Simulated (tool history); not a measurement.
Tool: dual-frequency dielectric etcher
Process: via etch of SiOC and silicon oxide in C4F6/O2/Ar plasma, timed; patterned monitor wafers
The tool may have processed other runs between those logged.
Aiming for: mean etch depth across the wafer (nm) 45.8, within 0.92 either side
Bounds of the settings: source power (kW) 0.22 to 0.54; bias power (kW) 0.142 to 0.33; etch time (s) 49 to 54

| run | hour | source power (kW) | bias power (kW) | etch time (s) | mean etch depth across the wafer (nm) |
|---|---|---|---|---|---|
| 1 | 0 | 0.38 | 0.236 | 54 | 55.595 |
| 2 | 2.7 | 0.38 | 0.236 | 54 | 55.457 |
| 3 | 4.8 | 0.35 | 0.229 | 54 | 52.713 |
| 4 | 8.3 | 0.33 | 0.227 | 54 | 51.498 |
| 5 | 10.6 | 0.33 | 0.25 | 54 | 53.21 |
|  | 15.2 | wet clean of the chamber |
| 6 | 15.2 | 0.33 | 0.25 | 49 | 50.643 |
| 7 | 18.3 | 0.31 | 0.249 | 49 | 49.895 |
| 8 | 25.4 | 0.3 | 0.247 | 49 | 49.364 |
| 9 | 30.6 | 0.29 | 0.245 | 49 | 48.248 |

Next run, 4 choices. One meets every target within its allowed miss, the rest don't. Which?
| A | 35.8 | 0.22 | 0.255 | 50 | ? |
| B | 35.8 | 0.22 | 0.239 | 53 | ? |
| C | 35.8 | 0.26 | 0.216 | 49 | ? |
| D | 35.8 | 0.26 | 0.224 | 49 | ? |

| move | mean etch depth across the wafer (nm) |
|---|---|
| A | 43.868 |
| B | 45.371 |
| C | 43.416 |
| D | 44.005 |
A: takes the biggest miss from the last run beyond its target
B: each result inside its tolerance
C: takes the biggest miss from the last run beyond its target
D: takes the biggest miss from the last run beyond its target
The right move is B.
